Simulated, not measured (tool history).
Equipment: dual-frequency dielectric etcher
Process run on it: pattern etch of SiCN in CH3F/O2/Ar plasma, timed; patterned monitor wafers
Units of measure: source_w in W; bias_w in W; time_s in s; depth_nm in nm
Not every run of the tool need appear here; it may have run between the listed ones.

run,hour,source_w,bias_w,time_s,depth_nm
1,0,310,75,46.5,17.055
2,2,340,77,46.5,17.565
3,4.6,340,77,43,16.146
4,12.5,360,85,44,17.934
5,18.5,370,87,44,18.233
6,26.9,380,89,44,18.768
7,33.8,390,90,44,18.797

The next listed run, before its measurement:
8,42.2,430,97,44.5,?

Run 8 yielded depth_nm 20.44 nm.
